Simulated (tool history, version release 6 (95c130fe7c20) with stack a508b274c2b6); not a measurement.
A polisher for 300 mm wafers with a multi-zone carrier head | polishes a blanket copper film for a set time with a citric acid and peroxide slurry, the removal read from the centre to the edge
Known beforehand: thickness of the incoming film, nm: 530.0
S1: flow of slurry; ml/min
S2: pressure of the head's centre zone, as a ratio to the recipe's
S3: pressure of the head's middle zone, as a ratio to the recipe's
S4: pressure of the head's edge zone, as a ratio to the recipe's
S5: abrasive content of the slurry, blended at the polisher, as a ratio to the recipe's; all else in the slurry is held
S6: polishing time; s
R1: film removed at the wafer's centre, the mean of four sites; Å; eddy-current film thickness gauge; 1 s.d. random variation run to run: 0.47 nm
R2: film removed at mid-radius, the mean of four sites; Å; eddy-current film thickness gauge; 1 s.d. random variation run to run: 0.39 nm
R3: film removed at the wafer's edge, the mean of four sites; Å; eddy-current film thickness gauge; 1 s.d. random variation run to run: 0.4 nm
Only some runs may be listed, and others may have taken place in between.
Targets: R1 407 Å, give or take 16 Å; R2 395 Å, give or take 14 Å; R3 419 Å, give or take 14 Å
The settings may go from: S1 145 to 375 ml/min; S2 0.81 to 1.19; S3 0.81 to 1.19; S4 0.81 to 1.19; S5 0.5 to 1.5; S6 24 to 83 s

run  hour   S1    S2    S3    S4    S5  S6      R1      R2      R3
  1     0  240     1     1     1     1  53  769.26  749.74   757.2
  2   0.8  240     1  1.05     1     1  53  756.77  795.54   763.4
  3   5.2  230  0.96     1  0.96  0.85  46  599.49  636.05  615.89
  4  12.6  230  0.96     1  1.04  0.85  46  603.39  631.81  640.12
  5  21.4  220  0.95  0.95     1  0.75  42  520.57  522.73  552.11
  6  22.6  220  0.95  0.91     1  0.75  42  517.33  506.39  553.89
  7  28.3  215  0.95  0.89  0.95  0.65  40  464.91  454.14  486.68
  8  34.9  205  0.94  0.87  0.91   0.6  40  458.04  429.31  468.98
  9    41  195  0.88  0.89  0.82   0.5  37  371.81  376.74  389.08
 10  44.7  210  0.89  0.89  0.84   0.5  37   380.9  390.47  397.13
 11    51  215   0.9  0.88  0.86   0.5  37  385.26  378.86  403.08
 12    57  215  0.91  0.89  0.87   0.5  37  381.61  388.53  407.64

Of the 4 settings listed for the next run, only one would bring every result within its allowed miss of target. Which one?
  A    63  195  0.85  0.89  0.94   0.5  37   ?   ?   ?
  B    63  200  0.94  0.89  0.88  1.05  31   ?   ?   ?
  C    63  245  0.86  0.92  0.81   0.5  38   ?   ?   ?
  D    63  220  0.83  0.81  0.84   0.5  39   ?   ?   ?

move      R1      R2      R3
   A  356.93  379.04  410.46
   B  416.14  398.93  421.12
   C  383.42  412.16  407.69
   D  373.86  375.97  420.36
A: moves away from the targets compared with the last run
B: all results land within tolerance of their targets
C: closer than the last run, but not yet in spec
D: moves away from the targets compared with the last run
Go with B: it meets all targets.
